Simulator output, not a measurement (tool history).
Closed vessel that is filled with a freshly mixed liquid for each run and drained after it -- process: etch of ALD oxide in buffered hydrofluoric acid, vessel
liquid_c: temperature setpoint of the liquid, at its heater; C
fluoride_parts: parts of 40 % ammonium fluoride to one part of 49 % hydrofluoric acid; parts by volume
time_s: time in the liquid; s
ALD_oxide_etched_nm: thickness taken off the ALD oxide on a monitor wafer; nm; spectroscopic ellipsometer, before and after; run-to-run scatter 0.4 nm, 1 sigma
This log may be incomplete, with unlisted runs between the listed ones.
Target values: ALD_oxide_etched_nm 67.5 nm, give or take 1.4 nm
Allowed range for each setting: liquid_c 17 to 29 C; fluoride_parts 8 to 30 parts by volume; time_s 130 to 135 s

| run | day | liquid_c | fluoride_parts | time_s | ALD_oxide_etched_nm |
|---|---|---|---|---|---|
| 1 | 0 | 21 | 21.5 | 130 | 97.172 |
| 2 | 0.221 | 19.5 | 23 | 130 | 86.115 |
| 3 | 0.558 | 18.5 | 24 | 130 | 79.23 |
| 4 | 0.688 | 17 | 24 | 130 | 71.648 |
| 5 | 0.721 | 17 | 19.5 | 130 | 83.34 |
| 6 | 0.858 | 17 | 17 | 130 | 96.117 |
| 7 | 1.104 | 17 | 20 | 130 | 82.061 |
| 8 | 1.129 | 17 | 21.5 | 130 | 77.249 |
| 9 | 1.417 | 17 | 22.5 | 130 | 75.461 |
| 10 | 1.696 | 17 | 23.5 | 130 | 73.202 |
| 11 | 1.888 | 17 | 24 | 130 | 72.287 |
| 12 | 2.158 | 17 | 24.5 | 130 | 71.107 |
| 13 | 2.217 | 17 | 25 | 130 | 70.495 |
| 14 | 2.45 | 17 | 25.5 | 130 | 69.858 |

5 candidate next runs follow, results not yet known. Just one meets every target within its allowed miss. Identify it.
| A | 2.683 | 17 | 25 | 130 | ? |
| B | 2.683 | 19 | 28.5 | 130 | ? |
| C | 2.683 | 17 | 25.5 | 135 | ? |
| D | 2.683 | 17 | 26 | 135 | ? |
| E | 2.683 | 17 | 26.5 | 130 | ? |

| move | ALD_oxide_etched_nm |
|---|---|
| A | 69.964 |
| B | 71.613 |
| C | 71.665 |
| D | 70.707 |
| E | 67.195 |
A: roughly where the last run was
B: lands further from the targets than the last run did
C: lands further from the targets than the last run did
D: lands further from the targets than the last run did
E: all results land within tolerance of their targets
Go with E: it meets all targets.

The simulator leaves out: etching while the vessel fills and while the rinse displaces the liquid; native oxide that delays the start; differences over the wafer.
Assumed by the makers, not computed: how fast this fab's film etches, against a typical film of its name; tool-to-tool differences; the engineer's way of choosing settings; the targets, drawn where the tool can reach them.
